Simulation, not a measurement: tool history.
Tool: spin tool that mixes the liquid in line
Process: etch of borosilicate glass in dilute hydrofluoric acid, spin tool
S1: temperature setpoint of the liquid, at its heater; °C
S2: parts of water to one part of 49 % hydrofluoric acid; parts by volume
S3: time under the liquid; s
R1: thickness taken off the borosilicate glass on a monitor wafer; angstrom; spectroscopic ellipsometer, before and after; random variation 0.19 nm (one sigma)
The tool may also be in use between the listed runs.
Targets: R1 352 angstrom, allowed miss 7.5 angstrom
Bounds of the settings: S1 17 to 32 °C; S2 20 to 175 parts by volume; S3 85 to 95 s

run,hour,S1,S2,S3,R1
1,0,24,95,85,392.06
2,7.4,23,95,85,375.23
3,11,22.5,95,85,368.65
4,15.7,22,95,85,365.35
5,17.7,25.5,95,85,415.65
6,18.6,25.5,95,95,468.55
7,26.3,23,95,95,419.92
8,34.1,21.5,95,95,398.35
9,42.9,20.5,95,95,382.03
# hour 46.7: hydrofluoric acid flow meter replaced
10,46.7,20,95,95,413.85
11,50.3,19.5,100,95,387.86
12,54.6,19,100,95,378.52
13,58,18.5,100,95,366.58

4 next moves are on the table. One of them brings every result within its allowed miss. Which?
A,61.4,18.5,100,90,?
B,61.4,18,95,95,?
C,61.4,18.5,95,90,?
D,61.4,19,95,90,?

move,R1
A,351.67
B,384.73
C,372.19
D,380.02
A: meets every target
B: further off than the last run
C: further off than the last run
D: further off than the last run
The right move is A.

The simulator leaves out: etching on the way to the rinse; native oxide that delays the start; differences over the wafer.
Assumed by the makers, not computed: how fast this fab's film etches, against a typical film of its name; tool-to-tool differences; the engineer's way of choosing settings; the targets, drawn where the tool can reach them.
